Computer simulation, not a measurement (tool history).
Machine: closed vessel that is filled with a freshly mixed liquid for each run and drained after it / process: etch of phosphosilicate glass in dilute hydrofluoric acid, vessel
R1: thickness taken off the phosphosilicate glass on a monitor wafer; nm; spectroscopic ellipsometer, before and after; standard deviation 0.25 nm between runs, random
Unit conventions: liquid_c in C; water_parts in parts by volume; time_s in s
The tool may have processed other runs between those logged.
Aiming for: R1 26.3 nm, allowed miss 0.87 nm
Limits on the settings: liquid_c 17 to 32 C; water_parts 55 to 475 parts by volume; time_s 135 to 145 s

{"run": 1, "hour": 0.0, "liquid_c": 24, "water_parts": 265, "time_s": 135, "R1": 32.503}
{"run": 2, "hour": 7.4, "liquid_c": 22.5, "water_parts": 265, "time_s": 135, "R1": 31.196}
{"run": 3, "hour": 16.3, "liquid_c": 19.5, "water_parts": 265, "time_s": 135, "R1": 28.361}
{"run": 4, "hour": 17.2, "liquid_c": 19, "water_parts": 265, "time_s": 135, "R1": 27.25}
{"run": 5, "hour": 20.7, "liquid_c": 17, "water_parts": 265, "time_s": 135, "R1": 25.403}
{"run": 6, "hour": 25.5, "liquid_c": 17, "water_parts": 210, "time_s": 135, "R1": 33.423}
{"run": 7, "hour": 30.9, "liquid_c": 17, "water_parts": 225, "time_s": 135, "R1": 30.578}
{"run": 8, "hour": 36.6, "liquid_c": 17, "water_parts": 235, "time_s": 135, "R1": 29.834}
{"run": 9, "hour": 41.5, "liquid_c": 17, "water_parts": 245, "time_s": 135, "R1": 28.314}
{"run": 10, "hour": 45.9, "liquid_c": 17, "water_parts": 250, "time_s": 135, "R1": 27.289}

Exactly one of the 5 candidate moves below puts every result within its allowed miss. Which one?
{"run": "A", "hour": 50.3, "liquid_c": 17, "water_parts": 280, "time_s": 135, "R1": "?"}
{"run": "B", "hour": 50.3, "liquid_c": 17.5, "water_parts": 280, "time_s": 145, "R1": "?"}
{"run": "C", "hour": 50.3, "liquid_c": 17, "water_parts": 295, "time_s": 145, "R1": "?"}
{"run": "D", "hour": 50.3, "liquid_c": 17, "water_parts": 270, "time_s": 135, "R1": "?"}
{"run": "E", "hour": 50.3, "liquid_c": 20, "water_parts": 295, "time_s": 135, "R1": "?"}

move=A R1=23.32
move=B R1=25.53
move=C R1=23.475
move=D R1=24.391
move=E R1=24.443
A: takes the biggest miss from the last run beyond its target
B: in spec on every target
C: takes the biggest miss from the last run beyond its target
D: takes the biggest miss from the last run beyond its target
E: takes the biggest miss from the last run beyond its target
The right move is B.

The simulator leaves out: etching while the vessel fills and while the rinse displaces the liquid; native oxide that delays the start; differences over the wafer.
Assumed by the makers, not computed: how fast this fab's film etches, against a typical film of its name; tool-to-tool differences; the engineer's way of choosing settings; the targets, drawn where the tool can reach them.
